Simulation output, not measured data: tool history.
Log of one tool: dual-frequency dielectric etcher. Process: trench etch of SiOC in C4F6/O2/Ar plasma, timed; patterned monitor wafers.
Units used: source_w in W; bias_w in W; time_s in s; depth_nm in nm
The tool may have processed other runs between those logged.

{"run": 1, "hour": 0.0, "source_w": 490, "bias_w": 134, "time_s": 17, "depth_nm": 37.674}
{"run": 2, "hour": 0.9, "source_w": 500, "bias_w": 135, "time_s": 17, "depth_nm": 37.899}
{"run": 3, "hour": 4.9, "source_w": 500, "bias_w": 135, "time_s": 18, "depth_nm": 39.839}
{"run": 4, "hour": 9.2, "source_w": 420, "bias_w": 135, "time_s": 18, "depth_nm": 38.203}
{"run": 5, "hour": 16.6, "source_w": 420, "bias_w": 125, "time_s": 18, "depth_nm": 37.304}
{"run": 6, "hour": 19.8, "source_w": 430, "bias_w": 127, "time_s": 18, "depth_nm": 37.461}
{"run": 7, "hour": 23.4, "source_w": 440, "bias_w": 128, "time_s": 18, "depth_nm": 38.0}
{"run": 8, "hour": 31.7, "source_w": 450, "bias_w": 129, "time_s": 18, "depth_nm": 38.117}
{"run": 9, "hour": 32.9, "source_w": 460, "bias_w": 130, "time_s": 18, "depth_nm": 38.582}

Forecast run 10:
{"run": 10, "hour": 33.5, "source_w": 470, "bias_w": 131, "time_s": 18, "depth_nm": "?"}

Run 10 came out at depth_nm 38.878 nm.

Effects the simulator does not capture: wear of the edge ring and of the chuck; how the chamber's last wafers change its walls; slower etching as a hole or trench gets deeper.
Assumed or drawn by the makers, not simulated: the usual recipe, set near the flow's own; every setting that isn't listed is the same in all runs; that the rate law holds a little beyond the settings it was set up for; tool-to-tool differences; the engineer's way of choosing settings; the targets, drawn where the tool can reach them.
